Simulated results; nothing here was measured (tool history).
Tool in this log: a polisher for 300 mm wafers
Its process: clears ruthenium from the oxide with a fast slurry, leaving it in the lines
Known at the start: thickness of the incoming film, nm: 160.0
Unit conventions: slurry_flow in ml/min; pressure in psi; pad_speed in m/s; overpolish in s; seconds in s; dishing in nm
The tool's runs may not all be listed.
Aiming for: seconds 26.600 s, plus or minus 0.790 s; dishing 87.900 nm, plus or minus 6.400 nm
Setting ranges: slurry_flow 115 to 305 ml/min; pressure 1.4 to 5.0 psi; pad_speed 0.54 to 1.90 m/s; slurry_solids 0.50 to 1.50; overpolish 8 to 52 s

Run 1, day 0.000: slurry_flow 195 ml/min, pressure 3.2 psi, pad_speed 1.22 m/s, slurry_solids 1.00, overpolish 26 s. Result: seconds 34.346 s, dishing 75.547 nm.
Run 2, day 0.342: slurry_flow 200 ml/min, pressure 3.3 psi, pad_speed 1.22 m/s, slurry_solids 1.00, overpolish 26 s. Result: seconds 33.263 s, dishing 78.763 nm.
Run 3, day 0.412: slurry_flow 200 ml/min, pressure 2.7 psi, pad_speed 1.22 m/s, slurry_solids 1.00, overpolish 26 s. Result: seconds 39.322 s, dishing 68.608 nm.
Run 4, day 0.525: slurry_flow 205 ml/min, pressure 2.9 psi, pad_speed 1.22 m/s, slurry_solids 1.00, overpolish 26 s. Result: seconds 37.215 s, dishing 74.685 nm.
Run 5, day 0.775: slurry_flow 205 ml/min, pressure 2.9 psi, pad_speed 1.42 m/s, slurry_solids 1.00, overpolish 26 s. Result: seconds 31.685 s, dishing 80.285 nm.
Run 6, day 1.012: slurry_flow 205 ml/min, pressure 2.9 psi, pad_speed 1.42 m/s, slurry_solids 0.80, overpolish 26 s. Result: seconds 34.386 s, dishing 76.095 nm.
Run 7, day 1.346: slurry_flow 210 ml/min, pressure 3.0 psi, pad_speed 1.42 m/s, slurry_solids 0.80, overpolish 26 s. Result: seconds 33.054 s, dishing 76.776 nm.
Run 8, day 1.592: slurry_flow 215 ml/min, pressure 3.1 psi, pad_speed 1.42 m/s, slurry_solids 0.80, overpolish 26 s. Result: seconds 32.006 s, dishing 76.857 nm.
Run 9, day 1.858: slurry_flow 220 ml/min, pressure 3.2 psi, pad_speed 1.42 m/s, slurry_solids 0.80, overpolish 26 s. Result: seconds 31.702 s, dishing 76.527 nm.
Run 10, day 2.067: slurry_flow 220 ml/min, pressure 3.3 psi, pad_speed 1.42 m/s, slurry_solids 0.80, overpolish 26 s. Result: seconds 30.772 s, dishing 78.322 nm.
Run 11, day 2.333: slurry_flow 220 ml/min, pressure 3.4 psi, pad_speed 1.42 m/s, slurry_solids 0.80, overpolish 26 s. Result: seconds 30.307 s, dishing 80.173 nm.
Run 12, day 2.454: slurry_flow 220 ml/min, pressure 3.5 psi, pad_speed 1.42 m/s, slurry_solids 0.80, overpolish 26 s. Result: seconds 29.315 s, dishing 80.769 nm.
Run 13, day 2.517: slurry_flow 220 ml/min, pressure 3.6 psi, pad_speed 1.42 m/s, slurry_solids 0.80, overpolish 26 s. Result: seconds 28.309 s, dishing 81.406 nm.
Run 14, day 2.879: slurry_flow 220 ml/min, pressure 3.7 psi, pad_speed 1.42 m/s, slurry_solids 0.80, overpolish 27 s. Result: seconds 27.731 s, dishing 83.632 nm.

Which of these 4 next moves meets every target?
Run A, day 3.242: slurry_flow 195 ml/min, pressure 4.0 psi, pad_speed 1.48 m/s, slurry_solids 0.80, overpolish 27 s. Result: seconds ?, dishing ?.
Run B, day 3.242: slurry_flow 250 ml/min, pressure 4.0 psi, pad_speed 1.58 m/s, slurry_solids 0.55, overpolish 28 s. Result: seconds ?, dishing ?.
Run C, day 3.242: slurry_flow 225 ml/min, pressure 3.8 psi, pad_speed 1.62 m/s, slurry_solids 0.75, overpolish 35 s. Result: seconds ?, dishing ?.
Run D, day 3.242: slurry_flow 270 ml/min, pressure 3.2 psi, pad_speed 1.44 m/s, slurry_solids 0.90, overpolish 23 s. Result: seconds ?, dishing ?.

move  seconds  dishing
   A   25.243   90.097
   B   26.745   89.319
   C   24.423   99.528
   D   29.164   78.290
A: takes the result that was furthest off past its target
B: all results land within tolerance of their targets
C: takes the result that was furthest off past its target
D: misses by more than the last run did
So the answer is move B, the one that meets all the targets.
